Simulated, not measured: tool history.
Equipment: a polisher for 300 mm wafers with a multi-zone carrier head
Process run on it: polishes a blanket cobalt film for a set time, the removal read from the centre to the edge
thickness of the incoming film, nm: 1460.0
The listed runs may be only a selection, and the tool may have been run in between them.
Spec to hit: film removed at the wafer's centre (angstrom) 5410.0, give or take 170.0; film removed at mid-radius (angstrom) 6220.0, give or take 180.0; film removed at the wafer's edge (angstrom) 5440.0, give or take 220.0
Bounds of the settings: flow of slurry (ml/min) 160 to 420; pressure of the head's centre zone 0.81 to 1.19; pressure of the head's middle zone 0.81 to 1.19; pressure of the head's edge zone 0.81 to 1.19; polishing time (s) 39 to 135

run	day	flow of slurry (ml/min)	pressure of the head's centre zone	pressure of the head's middle zone	pressure of the head's edge zone	polishing time (s)	film removed at the wafer's centre (angstrom)	film removed at mid-radius (angstrom)	film removed at the wafer's edge (angstrom)
1	0.000	270	1.00	1.00	1.00	87	3891.4	4010.7	3919.5
2	0.088	280	1.01	1.05	1.03	94	4330.9	4516.8	4370.1
3	0.304	290	1.01	1.09	1.03	99	4445.7	4855.4	4557.9
4	0.400	290	1.01	1.16	1.03	99	4510.7	5152.9	4489.9
5	0.617	295	1.01	1.17	1.04	103	4680.2	5452.2	4781.0
6	0.742	295	1.01	1.17	1.04	83	3797.5	4377.0	3851.3
7	1.108	305	1.02	1.18	1.05	92	4207.5	4999.8	4263.2
8	1.171	305	1.02	1.18	1.05	92	4299.3	4918.6	4321.8
9	1.483	315	1.02	1.18	1.05	98	4550.7	5162.1	4602.9
10	1.525	295	1.03	1.18	1.06	103	4862.7	5569.0	4750.1

Consider the 5 candidate settings below. Which is the only one whose results all fall within their allowed miss of target?
A	1.567	385	0.91	1.09	1.00	116	?	?	?
B	1.567	420	1.00	1.07	1.11	123	?	?	?
C	1.567	385	0.97	0.94	0.95	129	?	?	?
D	1.567	260	1.05	1.19	1.10	116	?	?	?
E	1.567	405	0.98	0.95	1.08	126	?	?	?

move	film removed at the wafer's centre (angstrom)	film removed at mid-radius (angstrom)	film removed at the wafer's edge (angstrom)
A	5012.9	5916.8	5462.4
B	5790.6	6210.7	6119.5
C	5873.5	5804.3	5944.9
D	5439.4	6154.6	5556.1
E	5810.6	5739.7	6183.3
A: gains on the last run, yet a result remains outside its allowed miss
B: the worst result of the last run now meets its target, but another is out of spec
C: gains on the last run, yet a result remains outside its allowed miss
D: in spec on every target
E: gains on the last run, yet a result remains outside its allowed miss
Go with D: it meets all targets.
